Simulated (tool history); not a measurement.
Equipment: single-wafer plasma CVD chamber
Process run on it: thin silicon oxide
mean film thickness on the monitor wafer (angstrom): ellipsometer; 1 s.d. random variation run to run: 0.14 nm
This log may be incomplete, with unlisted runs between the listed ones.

run	hour	heater temperature setpoint (K)	chamber pressure (Torr)	RF power (W)	deposition time (s)	mean film thickness on the monitor wafer (angstrom)
1	0.0	688.15	0.803	250	13.6	200.53
2	7.4	688.15	0.856	250	13.6	214.31
3	11.9	688.15	0.869	250	13.6	219.08
4	18.0	688.15	0.946	250	13.6	233.24
5	20.6	688.15	0.953	250	13.6	235.02
6	24.5	688.15	0.846	250	13.6	211.16

Expected results for the next run?
7	25.4	688.15	0.862	250	13.6	?

Run 7 came out at mean film thickness on the monitor wafer (angstrom) 216.07.
